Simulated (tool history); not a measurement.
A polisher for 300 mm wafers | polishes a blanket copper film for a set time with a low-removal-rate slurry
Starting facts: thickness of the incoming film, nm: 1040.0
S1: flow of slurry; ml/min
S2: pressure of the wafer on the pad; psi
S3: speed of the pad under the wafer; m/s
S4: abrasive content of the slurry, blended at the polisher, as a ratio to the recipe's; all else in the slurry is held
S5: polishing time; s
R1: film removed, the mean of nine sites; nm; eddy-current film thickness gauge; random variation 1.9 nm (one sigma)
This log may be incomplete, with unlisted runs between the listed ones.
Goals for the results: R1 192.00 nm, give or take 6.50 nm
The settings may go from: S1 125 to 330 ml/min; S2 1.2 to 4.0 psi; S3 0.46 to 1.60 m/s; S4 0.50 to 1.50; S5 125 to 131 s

run 1 hour=0.0 | S1=210 S2=2.6 S3=1.02 S4=1.00 S5=125 | R1=267.09
run 2 hour=3.8 | S1=210 S2=3.2 S3=1.02 S4=1.00 S5=125 | R1=328.56
run 3 hour=5.9 | S1=210 S2=3.2 S3=1.02 S4=0.80 S5=125 | R1=303.67
run 4 hour=13.0 | S1=210 S2=2.9 S3=1.02 S4=0.80 S5=125 | R1=282.09
run 5 hour=14.6 | S1=210 S2=3.2 S3=1.02 S4=0.80 S5=125 | R1=306.61
run 6 hour=16.7 | S1=210 S2=3.2 S3=1.24 S4=0.80 S5=125 | R1=355.25
run 7 hour=25.1 | S1=210 S2=2.7 S3=1.22 S4=0.80 S5=125 | R1=297.43
run 8 hour=31.1 | S1=210 S2=2.4 S3=1.22 S4=0.80 S5=125 | R1=262.00
run 9 hour=34.3 | S1=210 S2=2.2 S3=1.22 S4=0.80 S5=125 | R1=244.98
run 10 hour=40.7 | S1=210 S2=2.0 S3=1.22 S4=0.80 S5=125 | R1=222.81
run 11 hour=46.4 | S1=200 S2=1.6 S3=1.22 S4=0.80 S5=125 | R1=180.74
run 12 hour=48.8 | S1=205 S2=1.6 S3=1.22 S4=0.80 S5=125 | R1=177.67
run 13 hour=54.0 | S1=210 S2=1.6 S3=1.22 S4=0.80 S5=125 | R1=178.43

4 next moves are on the table. One of them brings every result within its allowed miss. Which?
run A hour=59.2 | S1=150 S2=1.7 S3=1.04 S4=0.80 S5=128 | R1=?
run B hour=59.2 | S1=195 S2=1.7 S3=0.92 S4=0.80 S5=131 | R1=?
run C hour=59.2 | S1=200 S2=1.4 S3=1.16 S4=0.90 S5=125 | R1=?
run D hour=59.2 | S1=255 S2=1.8 S3=1.04 S4=0.85 S5=131 | R1=?

move=A R1=163.95
move=B R1=158.92
move=C R1=155.89
move=D R1=192.72
A: moves away from the targets compared with the last run
B: moves away from the targets compared with the last run
C: moves away from the targets compared with the last run
D: all results in spec
D meets every target.
